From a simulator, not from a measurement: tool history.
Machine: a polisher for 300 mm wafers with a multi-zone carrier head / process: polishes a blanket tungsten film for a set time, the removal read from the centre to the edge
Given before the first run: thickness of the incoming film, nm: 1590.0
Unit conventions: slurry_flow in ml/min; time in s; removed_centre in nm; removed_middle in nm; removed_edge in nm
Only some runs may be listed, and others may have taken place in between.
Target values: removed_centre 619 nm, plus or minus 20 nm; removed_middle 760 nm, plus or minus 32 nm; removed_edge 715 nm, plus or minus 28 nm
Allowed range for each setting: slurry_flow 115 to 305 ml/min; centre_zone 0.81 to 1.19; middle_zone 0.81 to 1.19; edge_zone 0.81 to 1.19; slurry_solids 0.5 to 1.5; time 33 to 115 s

{"run": 1, "day": 0.0, "slurry_flow": 195, "centre_zone": 1, "middle_zone": 1, "edge_zone": 1, "slurry_solids": 1, "time": 73, "removed_centre": 467.38, "removed_middle": 468.77, "removed_edge": 472.25}
{"run": 2, "day": 0.233, "slurry_flow": 200, "centre_zone": 0.99, "middle_zone": 1.02, "edge_zone": 1.02, "slurry_solids": 1.05, "time": 75, "removed_centre": 480.4, "removed_middle": 505.04, "removed_edge": 500.31}
{"run": 3, "day": 0.542, "slurry_flow": 205, "centre_zone": 0.99, "middle_zone": 1.03, "edge_zone": 1.04, "slurry_solids": 1.1, "time": 76, "removed_centre": 508.72, "removed_middle": 516.07, "removed_edge": 508.07}
{"run": 4, "day": 0.721, "slurry_flow": 205, "centre_zone": 0.99, "middle_zone": 1.03, "edge_zone": 0.98, "slurry_solids": 1.1, "time": 76, "removed_centre": 508.1, "removed_middle": 520.21, "removed_edge": 497.52}
{"run": 5, "day": 1.017, "slurry_flow": 200, "centre_zone": 0.97, "middle_zone": 1.04, "edge_zone": 1, "slurry_solids": 1.15, "time": 79, "removed_centre": 524.89, "removed_middle": 532.71, "removed_edge": 533.95}
{"run": 6, "day": 1.246, "slurry_flow": 210, "centre_zone": 0.95, "middle_zone": 1.06, "edge_zone": 1.01, "slurry_solids": 1.15, "time": 81, "removed_centre": 529.76, "removed_middle": 566.99, "removed_edge": 560.11}
{"run": 7, "day": 1.508, "slurry_flow": 220, "centre_zone": 0.94, "middle_zone": 1.08, "edge_zone": 1.02, "slurry_solids": 1.2, "time": 82, "removed_centre": 550.45, "removed_middle": 593.56, "removed_edge": 574.31}
{"run": 8, "day": 1.738, "slurry_flow": 225, "centre_zone": 0.92, "middle_zone": 1.1, "edge_zone": 1.03, "slurry_solids": 1.25, "time": 83, "removed_centre": 534.21, "removed_middle": 621.82, "removed_edge": 608.3}
{"run": 9, "day": 2.112, "slurry_flow": 265, "centre_zone": 1, "middle_zone": 1.19, "edge_zone": 1.06, "slurry_solids": 1.5, "time": 86, "removed_centre": 660.44, "removed_middle": 747.81, "removed_edge": 668.69}
{"run": 10, "day": 2.238, "slurry_flow": 265, "centre_zone": 0.99, "middle_zone": 1.19, "edge_zone": 1.07, "slurry_solids": 1.5, "time": 86, "removed_centre": 664.6, "removed_middle": 722.97, "removed_edge": 692.14}
{"run": 11, "day": 2.317, "slurry_flow": 260, "centre_zone": 0.98, "middle_zone": 1.19, "edge_zone": 1.06, "slurry_solids": 1.5, "time": 87, "removed_centre": 653.68, "removed_middle": 722.07, "removed_edge": 675.03}
{"day": 2.429, "done": "worn pad replaced by a new one"}
{"run": 12, "day": 2.429, "slurry_flow": 265, "centre_zone": 0.96, "middle_zone": 1.19, "edge_zone": 1.06, "slurry_solids": 1.5, "time": 88, "removed_centre": 695.03, "removed_middle": 794.08, "removed_edge": 744.32}
{"run": 13, "day": 2.596, "slurry_flow": 260, "centre_zone": 0.95, "middle_zone": 1.19, "edge_zone": 1.06, "slurry_solids": 1.5, "time": 88, "removed_centre": 698.98, "removed_middle": 809.6, "removed_edge": 757.8}
{"run": 14, "day": 2.962, "slurry_flow": 250, "centre_zone": 0.94, "middle_zone": 1.19, "edge_zone": 1.06, "slurry_solids": 1.45, "time": 88, "removed_centre": 675.19, "removed_middle": 785.07, "removed_edge": 742.02}
{"run": 15, "day": 3.221, "slurry_flow": 250, "centre_zone": 0.93, "middle_zone": 1.18, "edge_zone": 1.05, "slurry_solids": 1.4, "time": 88, "removed_centre": 658.02, "removed_middle": 775.13, "removed_edge": 713.21}

4 candidate next runs follow, results not yet known. Just one meets every target within its allowed miss. Identify it.
{"run": "A", "day": 3.479, "slurry_flow": 240, "centre_zone": 0.89, "middle_zone": 1.17, "edge_zone": 1.05, "slurry_solids": 1.45, "time": 86, "removed_centre": "?", "removed_middle": "?", "removed_edge": "?"}
{"run": "B", "day": 3.479, "slurry_flow": 250, "centre_zone": 0.87, "middle_zone": 1.17, "edge_zone": 1.07, "slurry_solids": 1.15, "time": 100, "removed_centre": "?", "removed_middle": "?", "removed_edge": "?"}
{"run": "C", "day": 3.479, "slurry_flow": 250, "centre_zone": 0.89, "middle_zone": 1.19, "edge_zone": 1.09, "slurry_solids": 1.2, "time": 99, "removed_centre": "?", "removed_middle": "?", "removed_edge": "?"}
{"run": "D", "day": 3.479, "slurry_flow": 260, "centre_zone": 0.9, "middle_zone": 1.19, "edge_zone": 0.96, "slurry_solids": 1.25, "time": 93, "removed_centre": "?", "removed_middle": "?", "removed_edge": "?"}

move=A removed_centre=620.16 removed_middle=748.35 removed_edge=711.78
move=B removed_centre=656.41 removed_middle=810.11 removed_edge=776.79
move=C removed_centre=674.6 removed_middle=821.44 removed_edge=787.3
move=D removed_centre=652.94 removed_middle=785.9 removed_edge=707.05
A: meets every target
B: the biggest miss grows against the last run
C: the biggest miss grows against the last run
D: moves toward the targets from the last run without getting all of them in spec
The move that meets every target is A.
